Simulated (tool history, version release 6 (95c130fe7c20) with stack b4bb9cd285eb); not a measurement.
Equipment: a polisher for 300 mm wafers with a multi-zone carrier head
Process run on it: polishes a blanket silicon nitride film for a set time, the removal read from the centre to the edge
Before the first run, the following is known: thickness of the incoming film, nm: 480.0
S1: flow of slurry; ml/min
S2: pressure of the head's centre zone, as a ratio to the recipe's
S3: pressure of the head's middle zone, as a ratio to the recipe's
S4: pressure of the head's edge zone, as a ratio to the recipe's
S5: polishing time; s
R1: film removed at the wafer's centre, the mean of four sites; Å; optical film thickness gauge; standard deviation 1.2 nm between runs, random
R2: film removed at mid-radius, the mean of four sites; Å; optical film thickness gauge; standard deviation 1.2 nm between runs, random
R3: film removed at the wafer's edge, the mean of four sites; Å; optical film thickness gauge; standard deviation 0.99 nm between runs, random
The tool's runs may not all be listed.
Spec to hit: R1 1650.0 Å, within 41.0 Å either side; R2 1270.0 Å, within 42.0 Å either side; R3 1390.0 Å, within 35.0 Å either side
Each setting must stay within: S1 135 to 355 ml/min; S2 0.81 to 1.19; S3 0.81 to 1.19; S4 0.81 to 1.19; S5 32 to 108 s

{"run": 1, "day": 0.0, "S1": 225, "S2": 1.0, "S3": 1.0, "S4": 1.0, "S5": 70, "R1": 1109.3, "R2": 1116.7, "R3": 1095.7}
{"run": 2, "day": 0.25, "S1": 225, "S2": 0.96, "S3": 1.0, "S4": 1.0, "S5": 70, "R1": 1050.1, "R2": 1116.5, "R3": 1099.0}
{"run": 3, "day": 0.338, "S1": 235, "S2": 0.99, "S3": 0.99, "S4": 1.02, "S5": 71, "R1": 1125.9, "R2": 1148.9, "R3": 1118.4}
{"run": 4, "day": 0.625, "S1": 235, "S2": 0.99, "S3": 0.99, "S4": 1.02, "S5": 77, "R1": 1190.4, "R2": 1218.9, "R3": 1231.6}
{"run": 5, "day": 0.65, "S1": 245, "S2": 1.02, "S3": 0.98, "S4": 1.03, "S5": 78, "R1": 1275.4, "R2": 1238.6, "R3": 1247.7}
{"run": 6, "day": 0.829, "S1": 245, "S2": 1.02, "S3": 0.98, "S4": 1.03, "S5": 87, "R1": 1411.2, "R2": 1393.6, "R3": 1396.6}
{"run": 7, "day": 1.088, "S1": 250, "S2": 1.03, "S3": 0.96, "S4": 1.03, "S5": 87, "R1": 1410.4, "R2": 1365.7, "R3": 1393.1}
{"run": 8, "day": 1.246, "S1": 255, "S2": 1.05, "S3": 0.95, "S4": 1.03, "S5": 87, "R1": 1472.9, "R2": 1369.8, "R3": 1382.8}
{"run": 9, "day": 1.479, "S1": 260, "S2": 1.06, "S3": 0.93, "S4": 1.04, "S5": 87, "R1": 1496.2, "R2": 1311.4, "R3": 1383.3}
{"run": 10, "day": 1.808, "S1": 265, "S2": 1.07, "S3": 0.93, "S4": 1.04, "S5": 87, "R1": 1484.7, "R2": 1338.0, "R3": 1380.4}
{"run": 11, "day": 2.158, "S1": 265, "S2": 1.08, "S3": 0.92, "S4": 1.05, "S5": 87, "R1": 1510.2, "R2": 1325.2, "R3": 1411.6}
{"run": 12, "day": 2.529, "S1": 270, "S2": 1.09, "S3": 0.91, "S4": 1.05, "S5": 87, "R1": 1509.3, "R2": 1315.1, "R3": 1400.7}

5 candidate next runs follow, results not yet known. Just one meets every target within its allowed miss. Identify it.
{"run": "A", "day": 2.9, "S1": 265, "S2": 1.15, "S3": 0.91, "S4": 1.07, "S5": 85, "R1": "?", "R2": "?", "R3": "?"}
{"run": "B", "day": 2.9, "S1": 270, "S2": 1.19, "S3": 0.84, "S4": 0.92, "S5": 91, "R1": "?", "R2": "?", "R3": "?"}
{"run": "C", "day": 2.9, "S1": 280, "S2": 0.99, "S3": 0.92, "S4": 1.17, "S5": 83, "R1": "?", "R2": "?", "R3": "?"}
{"run": "D", "day": 2.9, "S1": 310, "S2": 1.18, "S3": 0.89, "S4": 1.06, "S5": 85, "R1": "?", "R2": "?", "R3": "?"}
{"run": "E", "day": 2.9, "S1": 285, "S2": 1.12, "S3": 0.89, "S4": 1.03, "S5": 87, "R1": "?", "R2": "?", "R3": "?"}

move=A R1=1573.2 R2=1285.8 R3=1377.5
move=B R1=1745.4 R2=1290.5 R3=1390.7
move=C R1=1327.8 R2=1273.7 R3=1402.5
move=D R1=1637.0 R2=1278.2 R3=1385.7
move=E R1=1578.1 R2=1300.1 R3=1394.5
A: an improvement on the last run, though not all results are within tolerance
B: moves the result that the last run missed by most past its target, out the other side
C: its largest miss is bigger than the last run's
D: each result inside its tolerance
E: an improvement on the last run, though not all results are within tolerance
Go with D: it meets all targets.
